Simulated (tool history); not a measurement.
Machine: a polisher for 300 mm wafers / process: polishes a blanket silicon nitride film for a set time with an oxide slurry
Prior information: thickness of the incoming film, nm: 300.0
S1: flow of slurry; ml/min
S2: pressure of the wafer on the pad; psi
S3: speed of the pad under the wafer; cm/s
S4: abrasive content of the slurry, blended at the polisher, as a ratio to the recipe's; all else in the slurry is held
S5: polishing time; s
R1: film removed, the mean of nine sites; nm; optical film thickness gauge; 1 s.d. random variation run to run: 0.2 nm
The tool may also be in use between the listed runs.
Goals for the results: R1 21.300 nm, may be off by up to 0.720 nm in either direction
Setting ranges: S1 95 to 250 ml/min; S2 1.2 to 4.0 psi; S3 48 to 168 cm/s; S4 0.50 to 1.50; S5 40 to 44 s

run  hour   S1   S2   S3    S4  S5      R1
  1   0.0  160  2.6  108  1.00  44  28.949
  2   2.4  135  2.6  108  1.00  44  27.933
  3   7.0  135  2.6  126  1.00  44  30.895
  4  15.4  135  2.6  126  1.20  44  32.679
  5  19.4  130  2.4  126  1.20  44  29.811
     26.3  -- head pressure recalibrated
  6  26.3  130  2.4  126  1.05  44  27.410
  7  29.2  125  2.3  126  1.05  44  26.111
  8  29.8  120  2.2  126  1.05  44  24.951
  9  38.7  115  2.1  126  1.05  44  23.961
 10  45.4  115  2.0  126  1.05  44  22.568
 11  50.3  110  2.0  126  1.05  44  22.246
 12  58.7  105  2.0  126  1.05  44  21.710

4 candidate next runs follow, results not yet known. Just one meets every target within its allowed miss. Identify it.
  A  67.1   95  2.1  116  1.05  43   ?
  B  67.1  125  1.9  140  1.05  44   ?
  C  67.1  115  2.1  122  1.20  43   ?
  D  67.1   95  2.4  114  1.15  41   ?

move      R1
   A  21.221
   B  23.359
   C  23.616
   D  23.409
A: all results in spec
B: the biggest miss grows against the last run
C: the biggest miss grows against the last run
D: the biggest miss grows against the last run
Go with A: it meets all targets.

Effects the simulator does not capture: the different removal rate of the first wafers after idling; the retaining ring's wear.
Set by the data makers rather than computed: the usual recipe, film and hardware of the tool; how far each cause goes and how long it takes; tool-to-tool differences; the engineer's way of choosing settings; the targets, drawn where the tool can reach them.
